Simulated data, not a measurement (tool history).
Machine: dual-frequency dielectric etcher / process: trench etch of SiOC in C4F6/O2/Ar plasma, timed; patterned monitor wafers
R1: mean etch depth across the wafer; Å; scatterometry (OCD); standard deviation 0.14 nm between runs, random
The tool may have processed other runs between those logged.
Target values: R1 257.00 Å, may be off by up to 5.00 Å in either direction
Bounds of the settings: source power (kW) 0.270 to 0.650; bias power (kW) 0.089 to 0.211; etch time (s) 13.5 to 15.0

run 1 hour=0.0 | source_power_(kW)=0.460 bias_power_(kW)=0.150 etch_time_(s)=15.0 | R1=301.38
run 2 hour=4.0 | source_power_(kW)=0.440 bias_power_(kW)=0.148 etch_time_(s)=15.0 | R1=290.73
run 3 hour=9.1 | source_power_(kW)=0.420 bias_power_(kW)=0.147 etch_time_(s)=15.0 | R1=288.32
run 4 hour=14.5 | source_power_(kW)=0.400 bias_power_(kW)=0.146 etch_time_(s)=15.0 | R1=282.66
run 5 hour=22.6 | source_power_(kW)=0.400 bias_power_(kW)=0.146 etch_time_(s)=15.0 | R1=281.19
run 6 hour=26.7 | source_power_(kW)=0.470 bias_power_(kW)=0.146 etch_time_(s)=15.0 | R1=301.14
run 7 hour=33.1 | source_power_(kW)=0.450 bias_power_(kW)=0.145 etch_time_(s)=15.0 | R1=293.17
run 8 hour=41.9 | source_power_(kW)=0.350 bias_power_(kW)=0.137 etch_time_(s)=15.0 | R1=262.37

Exercise: of the 4 proposed moves below, exactly one satisfies all targets within the stated allowed misses. Which move is it?
run A hour=50.7 | source_power_(kW)=0.350 bias_power_(kW)=0.168 etch_time_(s)=14.5 | R1=?
run B hour=50.7 | source_power_(kW)=0.410 bias_power_(kW)=0.151 etch_time_(s)=13.5 | R1=?
run C hour=50.7 | source_power_(kW)=0.420 bias_power_(kW)=0.124 etch_time_(s)=14.5 | R1=?
run D hour=50.7 | source_power_(kW)=0.370 bias_power_(kW)=0.133 etch_time_(s)=15.0 | R1=?

move=A R1=269.06
move=B R1=258.21
move=C R1=266.67
move=D R1=267.60
A: its largest miss is bigger than the last run's
B: all results in spec
C: its largest miss is bigger than the last run's
D: its largest miss is bigger than the last run's
The move that meets every target is B.
